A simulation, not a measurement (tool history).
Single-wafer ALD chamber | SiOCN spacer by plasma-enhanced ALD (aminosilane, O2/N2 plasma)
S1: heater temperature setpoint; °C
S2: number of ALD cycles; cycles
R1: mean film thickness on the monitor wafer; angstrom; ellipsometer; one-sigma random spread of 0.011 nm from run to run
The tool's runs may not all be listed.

run  hour   S1  S2      R1
  1     0  415  74  45.593
  2   2.4  408  74  46.576
  3   3.9  411  72   44.96
  4   7.1  411  67  41.656
  5  15.5  414  66  40.638
  6  17.6  417  66  40.531

What will run 7 give?
  7  26.1  419  65   ?

{"run 7": {"R1": 39.819}}

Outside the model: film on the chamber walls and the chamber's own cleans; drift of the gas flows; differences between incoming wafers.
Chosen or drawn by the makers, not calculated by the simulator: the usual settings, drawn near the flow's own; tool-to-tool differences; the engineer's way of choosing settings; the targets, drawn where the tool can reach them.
